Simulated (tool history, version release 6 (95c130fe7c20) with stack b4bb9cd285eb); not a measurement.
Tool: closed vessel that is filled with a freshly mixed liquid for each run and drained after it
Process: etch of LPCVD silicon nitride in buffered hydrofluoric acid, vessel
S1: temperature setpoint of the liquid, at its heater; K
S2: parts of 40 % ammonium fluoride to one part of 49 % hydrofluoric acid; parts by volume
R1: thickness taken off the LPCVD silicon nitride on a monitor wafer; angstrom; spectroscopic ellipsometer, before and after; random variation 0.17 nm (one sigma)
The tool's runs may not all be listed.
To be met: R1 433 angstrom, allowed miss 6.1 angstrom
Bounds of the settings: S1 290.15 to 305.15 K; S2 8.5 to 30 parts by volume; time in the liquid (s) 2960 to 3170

Run 1, day 0: S1 297.15 K, S2 23 parts by volume, time in the liquid (s) 2960. Result: R1 190.83 angstrom.
Run 2, day 0.142: S1 298.65 K, S2 21 parts by volume, time in the liquid (s) 2960. Result: R1 220.73 angstrom.
Run 3, day 0.221: S1 299.65 K, S2 19 parts by volume, time in the liquid (s) 2960. Result: R1 257.43 angstrom.
Run 4, day 0.346: S1 300.65 K, S2 18 parts by volume, time in the liquid (s) 2960. Result: R1 287.93 angstrom.
Run 5, day 0.642: S1 301.65 K, S2 17.5 parts by volume, time in the liquid (s) 2960. Result: R1 310.87 angstrom.
Run 6, day 0.892: S1 302.15 K, S2 17 parts by volume, time in the liquid (s) 2960. Result: R1 328.28 angstrom.
Run 7, day 1.067: S1 302.65 K, S2 16.5 parts by volume, time in the liquid (s) 2960. Result: R1 348.16 angstrom.
At day 1.242: hydrofluoric acid flow meter replaced.
Run 8, day 1.242: S1 303.15 K, S2 16.5 parts by volume, time in the liquid (s) 2960. Result: R1 333.75 angstrom.

Which of these 4 next moves meets every target?
Run A, day 1.417: S1 302.15 K, S2 12.5 parts by volume, time in the liquid (s) 2960. Result: R1 ?.
Run B, day 1.417: S1 304.15 K, S2 14 parts by volume, time in the liquid (s) 3020. Result: R1 ?.
Run C, day 1.417: S1 301.65 K, S2 13 parts by volume, time in the liquid (s) 3160. Result: R1 ?.
Run D, day 1.417: S1 302.15 K, S2 12 parts by volume, time in the liquid (s) 2960. Result: R1 ?.

move      R1
   A  415.51
   B   421.5
   C  415.75
   D   432.4
A: nearer than the last run, and not there yet
B: nearer than the last run, and not there yet
C: nearer than the last run, and not there yet
D: meets every target
Move D is the one to make.
